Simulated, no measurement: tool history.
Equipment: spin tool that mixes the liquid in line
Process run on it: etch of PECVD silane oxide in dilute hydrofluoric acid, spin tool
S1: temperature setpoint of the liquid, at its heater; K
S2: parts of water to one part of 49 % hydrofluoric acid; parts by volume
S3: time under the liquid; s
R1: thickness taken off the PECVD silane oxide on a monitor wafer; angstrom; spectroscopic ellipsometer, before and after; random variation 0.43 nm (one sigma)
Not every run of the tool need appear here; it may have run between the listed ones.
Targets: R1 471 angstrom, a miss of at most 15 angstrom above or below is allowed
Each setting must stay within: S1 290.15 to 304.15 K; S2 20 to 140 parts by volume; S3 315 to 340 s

{"run": 1, "hour": 0.0, "S1": 296.15, "S2": 75, "S3": 315, "R1": 723.27}
{"run": 2, "hour": 4.9, "S1": 296.15, "S2": 75, "S3": 340, "R1": 772.1}
{"run": 3, "hour": 8.7, "S1": 295.65, "S2": 75, "S3": 340, "R1": 759.76}
{"run": 4, "hour": 13.1, "S1": 295.65, "S2": 75, "S3": 315, "R1": 713.53}
{"run": 5, "hour": 19.7, "S1": 299.15, "S2": 75, "S3": 315, "R1": 814.35}
{"run": 6, "hour": 21.8, "S1": 299.15, "S2": 75, "S3": 340, "R1": 880.46}
{"run": 7, "hour": 30.0, "S1": 298.15, "S2": 80, "S3": 340, "R1": 793.06}
{"run": 8, "hour": 33.4, "S1": 297.15, "S2": 80, "S3": 340, "R1": 759.69}
{"run": 9, "hour": 41.6, "S1": 293.15, "S2": 95, "S3": 340, "R1": 537.41}
{"run": 10, "hour": 49.7, "S1": 293.15, "S2": 95, "S3": 340, "R1": 535.5}
{"run": 11, "hour": 55.8, "S1": 292.65, "S2": 95, "S3": 340, "R1": 523.32}
{"run": 12, "hour": 60.0, "S1": 292.15, "S2": 95, "S3": 340, "R1": 516.77}
{"run": 13, "hour": 62.9, "S1": 291.15, "S2": 95, "S3": 340, "R1": 490.15}

Exercise: of the 4 proposed moves below, exactly one satisfies all targets within the stated allowed misses. Which move is it?
{"run": "A", "hour": 65.8, "S1": 290.15, "S2": 80, "S3": 315, "R1": "?"}
{"run": "B", "hour": 65.8, "S1": 290.15, "S2": 95, "S3": 340, "R1": "?"}
{"run": "C", "hour": 65.8, "S1": 290.15, "S2": 85, "S3": 325, "R1": "?"}
{"run": "D", "hour": 65.8, "S1": 291.65, "S2": 90, "S3": 325, "R1": "?"}

move=A R1=519.12
move=B R1=464.41
move=C R1=501.41
move=D R1=501.81
A: misses by more than the last run did
B: all results land within tolerance of their targets
C: misses by more than the last run did
D: misses by more than the last run did
Correct choice: B, which meets every target
